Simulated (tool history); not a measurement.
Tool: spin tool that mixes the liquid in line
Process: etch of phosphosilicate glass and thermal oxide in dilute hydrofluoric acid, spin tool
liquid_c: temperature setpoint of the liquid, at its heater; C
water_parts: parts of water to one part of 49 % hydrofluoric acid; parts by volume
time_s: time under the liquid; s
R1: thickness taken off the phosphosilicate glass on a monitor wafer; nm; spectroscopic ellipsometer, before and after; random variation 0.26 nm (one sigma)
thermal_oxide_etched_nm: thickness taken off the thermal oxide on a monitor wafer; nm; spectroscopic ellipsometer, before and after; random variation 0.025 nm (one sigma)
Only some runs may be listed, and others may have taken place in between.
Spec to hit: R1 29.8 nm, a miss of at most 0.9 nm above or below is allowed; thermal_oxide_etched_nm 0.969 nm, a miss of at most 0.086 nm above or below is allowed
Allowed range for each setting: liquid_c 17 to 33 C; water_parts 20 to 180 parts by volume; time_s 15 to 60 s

{"run": 1, "day": 0.0, "liquid_c": 25, "water_parts": 100, "time_s": 30, "R1": 45.563, "thermal_oxide_etched_nm": 1.4791}
{"run": 2, "day": 0.025, "liquid_c": 25, "water_parts": 100, "time_s": 40, "R1": 60.701, "thermal_oxide_etched_nm": 1.9606}
{"run": 3, "day": 0.2, "liquid_c": 25, "water_parts": 130, "time_s": 40, "R1": 44.988, "thermal_oxide_etched_nm": 1.3932}
{"run": 4, "day": 0.371, "liquid_c": 24, "water_parts": 130, "time_s": 40, "R1": 43.263, "thermal_oxide_etched_nm": 1.3965}
{"run": 5, "day": 0.542, "liquid_c": 23.5, "water_parts": 135, "time_s": 40, "R1": 40.714, "thermal_oxide_etched_nm": 1.3558}
{"run": 6, "day": 0.738, "liquid_c": 23.5, "water_parts": 140, "time_s": 40, "R1": 39.011, "thermal_oxide_etched_nm": 1.3047}
{"run": 7, "day": 0.871, "liquid_c": 23.5, "water_parts": 145, "time_s": 40, "R1": 37.479, "thermal_oxide_etched_nm": 1.204}
{"run": 8, "day": 1.096, "liquid_c": 19.5, "water_parts": 145, "time_s": 40, "R1": 31.995, "thermal_oxide_etched_nm": 1.0351}

Which one of the following 4 next-run settings gets every result inside its allowed miss? There is exactly one.
{"run": "A", "day": 1.321, "liquid_c": 22.5, "water_parts": 165, "time_s": 45, "R1": "?", "thermal_oxide_etched_nm": "?"}
{"run": "B", "day": 1.321, "liquid_c": 17, "water_parts": 95, "time_s": 30, "R1": "?", "thermal_oxide_etched_nm": "?"}
{"run": "C", "day": 1.321, "liquid_c": 18, "water_parts": 130, "time_s": 35, "R1": "?", "thermal_oxide_etched_nm": "?"}
{"run": "D", "day": 1.321, "liquid_c": 17, "water_parts": 155, "time_s": 50, "R1": "?", "thermal_oxide_etched_nm": "?"}

move=A R1=34.645 thermal_oxide_etched_nm=1.1212
move=B R1=34.608 thermal_oxide_etched_nm=1.12
move=C R1=29.67 thermal_oxide_etched_nm=0.96017
move=D R1=33.287 thermal_oxide_etched_nm=1.0772
A: further off than the last run
B: further off than the last run
C: hits every target within its allowed miss
D: further off than the last run
Correct choice: C, which meets every target
